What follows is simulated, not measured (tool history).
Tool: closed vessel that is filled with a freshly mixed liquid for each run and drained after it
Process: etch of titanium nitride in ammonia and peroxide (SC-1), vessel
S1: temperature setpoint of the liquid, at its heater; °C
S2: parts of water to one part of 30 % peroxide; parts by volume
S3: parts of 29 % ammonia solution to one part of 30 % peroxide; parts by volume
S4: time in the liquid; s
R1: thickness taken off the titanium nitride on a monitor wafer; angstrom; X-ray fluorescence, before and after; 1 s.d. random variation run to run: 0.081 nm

run 1 hour=0.0 | S1=50.0 S2=20.0 S3=0.75 S4=210 | R1=180.31
run 2 hour=1.2 | S1=50.0 S2=20.0 S3=0.60 S4=210 | R1=175.32
run 3 hour=5.5 | S1=50.0 S2=20.0 S3=0.60 S4=220 | R1=179.60
run 4 hour=13.5 | S1=54.5 S2=20.0 S3=0.60 S4=220 | R1=246.65
run 5 hour=18.2 | S1=54.5 S2=23.5 S3=0.60 S4=220 | R1=225.14
run 6 hour=23.9 | S1=54.5 S2=23.5 S3=0.75 S4=220 | R1=236.02

Run 7 comes next. What will it give?
run 7 hour=27.6 | S1=54.5 S2=23.5 S3=0.75 S4=220 | R1=?

For run 7 the tool returned R1 237.36 angstrom.

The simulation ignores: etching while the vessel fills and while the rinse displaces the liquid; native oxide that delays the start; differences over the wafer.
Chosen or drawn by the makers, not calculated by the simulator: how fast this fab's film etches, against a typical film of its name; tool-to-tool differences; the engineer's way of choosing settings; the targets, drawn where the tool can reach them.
